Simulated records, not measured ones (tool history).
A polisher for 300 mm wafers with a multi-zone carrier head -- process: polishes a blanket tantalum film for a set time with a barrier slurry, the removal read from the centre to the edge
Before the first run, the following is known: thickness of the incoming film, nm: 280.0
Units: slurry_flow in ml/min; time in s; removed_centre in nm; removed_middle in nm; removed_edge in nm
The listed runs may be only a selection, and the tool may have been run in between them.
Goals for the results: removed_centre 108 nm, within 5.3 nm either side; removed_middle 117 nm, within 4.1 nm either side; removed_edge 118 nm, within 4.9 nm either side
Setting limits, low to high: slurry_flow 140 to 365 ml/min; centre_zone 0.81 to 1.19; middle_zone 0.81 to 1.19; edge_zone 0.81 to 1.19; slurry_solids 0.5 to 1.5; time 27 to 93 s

run 1 hour=0 | slurry_flow=235 centre_zone=1 middle_zone=1 edge_zone=1 slurry_solids=1 time=59 | removed_centre=89.705 removed_middle=87.891 removed_edge=87.798
run 2 hour=2.2 | slurry_flow=235 centre_zone=0.99 middle_zone=1.02 edge_zone=1.03 slurry_solids=1.15 time=60 | removed_centre=94.727 removed_middle=94.796 removed_edge=93.373
run 3 hour=7.9 | slurry_flow=235 centre_zone=0.99 middle_zone=1.02 edge_zone=1.03 slurry_solids=1.15 time=49 | removed_centre=76.878 removed_middle=76.365 removed_edge=76.107
run 4 hour=13 | slurry_flow=235 centre_zone=0.99 middle_zone=1.1 edge_zone=1.03 slurry_solids=1.15 time=49 | removed_centre=77.793 removed_middle=82.461 removed_edge=77.132
run 5 hour=15.2 | slurry_flow=265 centre_zone=0.99 middle_zone=1.1 edge_zone=1.03 slurry_solids=1.15 time=49 | removed_centre=75.336 removed_middle=81.932 removed_edge=76.436
run 6 hour=20.1 | slurry_flow=270 centre_zone=0.98 middle_zone=1.09 edge_zone=1.06 slurry_solids=1.25 time=53 | removed_centre=86.047 removed_middle=89.467 removed_edge=85.305
run 7 hour=28.4 | slurry_flow=270 centre_zone=0.95 middle_zone=1.09 edge_zone=1.08 slurry_solids=1.3 time=56 | removed_centre=90.191 removed_middle=97.408 removed_edge=92.191
run 8 hour=31 | slurry_flow=270 centre_zone=0.95 middle_zone=1.09 edge_zone=1.08 slurry_solids=1.3 time=56 | removed_centre=92.765 removed_middle=98.016 removed_edge=92.465
run 9 hour=36.3 | slurry_flow=270 centre_zone=0.91 middle_zone=1.07 edge_zone=1.11 slurry_solids=1.3 time=58 | removed_centre=89.651 removed_middle=98.964 removed_edge=99.224
run 10 hour=39.7 | slurry_flow=270 centre_zone=0.91 middle_zone=1.07 edge_zone=1.12 slurry_solids=1.35 time=60 | removed_centre=95.34 removed_middle=104.93 removed_edge=102.58
run 11 hour=47.9 | slurry_flow=270 centre_zone=0.9 middle_zone=1.06 edge_zone=1.13 slurry_solids=1.4 time=61 | removed_centre=94.981 removed_middle=104.06 removed_edge=104.52
run 12 hour=51.5 | slurry_flow=275 centre_zone=0.9 middle_zone=1.06 edge_zone=1.14 slurry_solids=1.4 time=62 | removed_centre=97.522 removed_middle=108.11 removed_edge=107.33
run 13 hour=56 | slurry_flow=275 centre_zone=0.9 middle_zone=1.06 edge_zone=1.15 slurry_solids=1.4 time=63 | removed_centre=98.199 removed_middle=109.28 removed_edge=109.9
run 14 hour=62.4 | slurry_flow=275 centre_zone=0.91 middle_zone=1.06 edge_zone=1.16 slurry_solids=1.45 time=64 | removed_centre=102.66 removed_middle=112.37 removed_edge=113.95
run 15 hour=69.7 | slurry_flow=280 centre_zone=0.92 middle_zone=1.07 edge_zone=1.17 slurry_solids=1.45 time=64 | removed_centre=103.05 removed_middle=114.74 removed_edge=112.01

4 candidate next runs follow, results not yet known. Just one meets every target within its allowed miss. Identify it.
run A hour=77 | slurry_flow=315 centre_zone=0.82 middle_zone=0.96 edge_zone=1.19 slurry_solids=1.5 time=72 | removed_centre=? removed_middle=? removed_edge=?
run B hour=77 | slurry_flow=330 centre_zone=0.85 middle_zone=0.9 edge_zone=1.19 slurry_solids=1.5 time=70 | removed_centre=? removed_middle=? removed_edge=?
run C hour=77 | slurry_flow=240 centre_zone=0.87 middle_zone=1.01 edge_zone=1.04 slurry_solids=1.45 time=71 | removed_centre=? removed_middle=? removed_edge=?
run D hour=77 | slurry_flow=240 centre_zone=1.04 middle_zone=1.17 edge_zone=1.1 slurry_solids=1.25 time=64 | removed_centre=? removed_middle=? removed_edge=?

move=A removed_centre=109.35 removed_middle=115.52 removed_edge=130.35
move=B removed_centre=109.23 removed_middle=106.95 removed_edge=127.17
move=C removed_centre=108.65 removed_middle=115.31 removed_edge=117.09
move=D removed_centre=106.99 removed_middle=113.34 removed_edge=104.56
A: takes the biggest miss from the last run beyond its target
B: takes the biggest miss from the last run beyond its target
C: in spec on every target
D: misses by more than the last run did
Go with C: it meets all targets.
